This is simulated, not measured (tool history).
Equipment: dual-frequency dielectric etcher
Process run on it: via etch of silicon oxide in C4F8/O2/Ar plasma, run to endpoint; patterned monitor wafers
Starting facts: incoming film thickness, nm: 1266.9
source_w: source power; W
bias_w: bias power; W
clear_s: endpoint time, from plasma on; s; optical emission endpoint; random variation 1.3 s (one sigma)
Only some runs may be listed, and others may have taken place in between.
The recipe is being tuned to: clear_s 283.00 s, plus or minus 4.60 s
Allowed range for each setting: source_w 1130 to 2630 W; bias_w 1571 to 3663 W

run 1 day=0.000 | source_w=1880 bias_w=2617 | clear_s=242.99
run 2 day=0.046 | source_w=1680 bias_w=2575 | clear_s=258.56
run 3 day=0.150 | source_w=1580 bias_w=2560 | clear_s=272.39
run 4 day=0.229 | source_w=1830 bias_w=2560 | clear_s=248.35
run 5 day=0.267 | source_w=1710 bias_w=2544 | clear_s=258.52
-- day=0.396 source power generator calibrated
run 6 day=0.396 | source_w=1710 bias_w=2348 | clear_s=270.79
run 7 day=0.525 | source_w=1670 bias_w=2345 | clear_s=274.09
run 8 day=0.796 | source_w=1510 bias_w=2313 | clear_s=293.80

Pick the move, out of 5, that brings all results within their allowed miss; only one does.
run A day=1.067 | source_w=1920 bias_w=2052 | clear_s=?
run B day=1.067 | source_w=1570 bias_w=2658 | clear_s=?
run C day=1.067 | source_w=1340 bias_w=2763 | clear_s=?
run D day=1.067 | source_w=1460 bias_w=2407 | clear_s=?
run E day=1.067 | source_w=1520 bias_w=2510 | clear_s=?

move=A clear_s=271.83
move=B clear_s=273.01
move=C clear_s=295.22
move=D clear_s=296.99
move=E clear_s=284.92
A: the result that was furthest off in the last run now lies on the other side of its target
B: the result that was furthest off in the last run now lies on the other side of its target
C: the biggest miss grows against the last run
D: the biggest miss grows against the last run
E: all results in spec
The right move is E.

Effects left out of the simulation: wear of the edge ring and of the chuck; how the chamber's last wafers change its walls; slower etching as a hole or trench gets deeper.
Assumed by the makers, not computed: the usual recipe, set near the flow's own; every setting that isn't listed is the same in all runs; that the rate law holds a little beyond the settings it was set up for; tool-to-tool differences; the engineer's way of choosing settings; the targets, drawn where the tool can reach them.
